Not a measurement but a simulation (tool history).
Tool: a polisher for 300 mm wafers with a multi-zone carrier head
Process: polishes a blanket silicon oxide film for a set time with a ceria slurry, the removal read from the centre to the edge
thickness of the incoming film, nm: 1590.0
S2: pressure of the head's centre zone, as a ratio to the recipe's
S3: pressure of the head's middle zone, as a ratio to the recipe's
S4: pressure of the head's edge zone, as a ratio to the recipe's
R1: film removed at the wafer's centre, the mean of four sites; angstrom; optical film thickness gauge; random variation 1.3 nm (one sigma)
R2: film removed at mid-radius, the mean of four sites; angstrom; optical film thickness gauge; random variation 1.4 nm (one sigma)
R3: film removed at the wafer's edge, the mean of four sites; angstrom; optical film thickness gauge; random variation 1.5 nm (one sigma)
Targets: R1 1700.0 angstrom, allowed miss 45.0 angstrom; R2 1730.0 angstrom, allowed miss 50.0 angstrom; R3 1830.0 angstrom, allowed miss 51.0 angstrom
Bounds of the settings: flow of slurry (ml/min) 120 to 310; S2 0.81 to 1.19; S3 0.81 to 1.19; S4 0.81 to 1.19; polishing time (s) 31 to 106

run 1 hour=0.0 | flow_of_slurry_(ml/min)=200 S2=1.00 S3=1.00 S4=1.00 polishing_time_(s)=68 | R1=3686.6 R2=3718.0 R3=3607.9
run 2 hour=6.8 | flow_of_slurry_(ml/min)=185 S2=0.97 S3=0.97 S4=0.97 polishing_time_(s)=61 | R1=3225.4 R2=3206.1 R3=3100.7
run 3 hour=12.9 | flow_of_slurry_(ml/min)=185 S2=1.00 S3=0.97 S4=0.97 polishing_time_(s)=61 | R1=3281.5 R2=3191.6 R3=3129.5
run 4 hour=20.0 | flow_of_slurry_(ml/min)=150 S2=1.00 S3=0.97 S4=0.97 polishing_time_(s)=61 | R1=3141.8 R2=3034.1 R3=2993.2
run 5 hour=26.6 | flow_of_slurry_(ml/min)=170 S2=1.00 S3=0.97 S4=0.97 polishing_time_(s)=61 | R1=3225.3 R2=3146.3 R3=3093.3
run 6 hour=32.6 | flow_of_slurry_(ml/min)=160 S2=0.97 S3=0.95 S4=0.98 polishing_time_(s)=55 | R1=2788.0 R2=2762.6 R3=2796.2
run 7 hour=35.4 | flow_of_slurry_(ml/min)=155 S2=0.95 S3=0.93 S4=0.96 polishing_time_(s)=51 | R1=2487.2 R2=2445.1 R3=2503.1
run 8 hour=36.9 | flow_of_slurry_(ml/min)=150 S2=0.92 S3=0.91 S4=0.94 polishing_time_(s)=49 | R1=2328.5 R2=2333.6 R3=2383.3
run 9 hour=39.4 | flow_of_slurry_(ml/min)=150 S2=0.92 S3=0.91 S4=0.94 polishing_time_(s)=49 | R1=2309.3 R2=2313.7 R3=2423.7
run 10 hour=46.1 | flow_of_slurry_(ml/min)=145 S2=0.91 S3=0.90 S4=0.92 polishing_time_(s)=47 | R1=2187.5 R2=2223.8 R3=2227.3
run 11 hour=54.2 | flow_of_slurry_(ml/min)=140 S2=0.90 S3=0.88 S4=0.91 polishing_time_(s)=46 | R1=2099.8 R2=2120.5 R3=2182.1
run 12 hour=57.6 | flow_of_slurry_(ml/min)=135 S2=0.89 S3=0.87 S4=0.90 polishing_time_(s)=45 | R1=2021.5 R2=2033.7 R3=2093.1
run 13 hour=65.6 | flow_of_slurry_(ml/min)=130 S2=0.88 S3=0.86 S4=0.89 polishing_time_(s)=44 | R1=1892.1 R2=1928.4 R3=2038.3
run 14 hour=71.5 | flow_of_slurry_(ml/min)=130 S2=0.88 S3=0.85 S4=0.88 polishing_time_(s)=44 | R1=1910.7 R2=1904.5 R3=2043.1
run 15 hour=79.5 | flow_of_slurry_(ml/min)=130 S2=0.87 S3=0.85 S4=0.87 polishing_time_(s)=43 | R1=1856.0 R2=1902.4 R3=1977.0
run 16 hour=83.1 | flow_of_slurry_(ml/min)=130 S2=0.87 S3=0.84 S4=0.86 polishing_time_(s)=43 | R1=1861.4 R2=1844.1 R3=1957.7
run 17 hour=89.9 | flow_of_slurry_(ml/min)=130 S2=0.86 S3=0.84 S4=0.85 polishing_time_(s)=43 | R1=1842.1 R2=1864.2 R3=1966.8

4 next moves are on the table. One of them brings every result within its allowed miss. Which?
run A hour=96.7 | flow_of_slurry_(ml/min)=125 S2=0.87 S3=0.85 S4=0.86 polishing_time_(s)=40 | R1=? R2=? R3=?
run B hour=96.7 | flow_of_slurry_(ml/min)=225 S2=0.84 S3=0.82 S4=0.84 polishing_time_(s)=34 | R1=? R2=? R3=?
run C hour=96.7 | flow_of_slurry_(ml/min)=130 S2=0.93 S3=0.92 S4=0.81 polishing_time_(s)=39 | R1=? R2=? R3=?
run D hour=96.7 | flow_of_slurry_(ml/min)=125 S2=0.82 S3=0.85 S4=0.87 polishing_time_(s)=40 | R1=? R2=? R3=?

move=A R1=1705.4 R2=1727.6 R3=1834.9
move=B R1=1597.7 R2=1605.4 R3=1682.0
move=C R1=1801.3 R2=1817.5 R3=1753.8
move=D R1=1606.5 R2=1728.1 R3=1844.5
A: meets every target
B: takes the result that was furthest off past its target
C: nearer than the last run, and not there yet
D: takes the result that was furthest off past its target
The right move is A.

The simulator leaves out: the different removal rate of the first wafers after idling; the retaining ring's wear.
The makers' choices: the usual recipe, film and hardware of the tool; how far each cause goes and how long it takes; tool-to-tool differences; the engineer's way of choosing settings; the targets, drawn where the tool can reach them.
